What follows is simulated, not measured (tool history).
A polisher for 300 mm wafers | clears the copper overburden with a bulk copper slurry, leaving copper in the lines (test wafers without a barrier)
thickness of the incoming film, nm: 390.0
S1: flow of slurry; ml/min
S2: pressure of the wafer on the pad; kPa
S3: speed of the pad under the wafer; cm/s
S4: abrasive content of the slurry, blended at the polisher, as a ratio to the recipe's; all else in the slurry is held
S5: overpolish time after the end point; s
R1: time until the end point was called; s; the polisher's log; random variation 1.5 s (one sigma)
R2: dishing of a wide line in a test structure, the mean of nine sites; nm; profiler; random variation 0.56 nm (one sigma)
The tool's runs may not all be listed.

{"run": 1, "hour": 0.0, "S1": 185, "S2": 11.7, "S3": 90, "S4": 1.0, "S5": 30, "R1": 90.023, "R2": 69.052}
{"run": 2, "hour": 2.6, "S1": 185, "S2": 11.7, "S3": 90, "S4": 1.15, "S5": 30, "R1": 87.673, "R2": 69.691}
{"run": 3, "hour": 7.1, "S1": 220, "S2": 11.7, "S3": 90, "S4": 1.15, "S5": 30, "R1": 84.95, "R2": 71.87}
{"run": 4, "hour": 10.9, "S1": 210, "S2": 10.3, "S3": 90, "S4": 1.15, "S5": 32, "R1": 95.139, "R2": 68.322}
{"run": 5, "hour": 14.0, "S1": 210, "S2": 12.4, "S3": 90, "S4": 1.15, "S5": 32, "R1": 80.783, "R2": 78.332}
{"run": 6, "hour": 18.6, "S1": 175, "S2": 12.4, "S3": 90, "S4": 1.15, "S5": 32, "R1": 84.163, "R2": 76.974}
{"run": 7, "hour": 25.6, "S1": 170, "S2": 10.3, "S3": 88, "S4": 1.15, "S5": 34, "R1": 101.73, "R2": 67.528}

Forecast run 8:
{"run": 8, "hour": 33.7, "S1": 160, "S2": 9.0, "S3": 88, "S4": 1.15, "S5": 36, "R1": "?", "R2": "?"}

Run 8 gave R1 120.650 s, R2 62.130 nm.
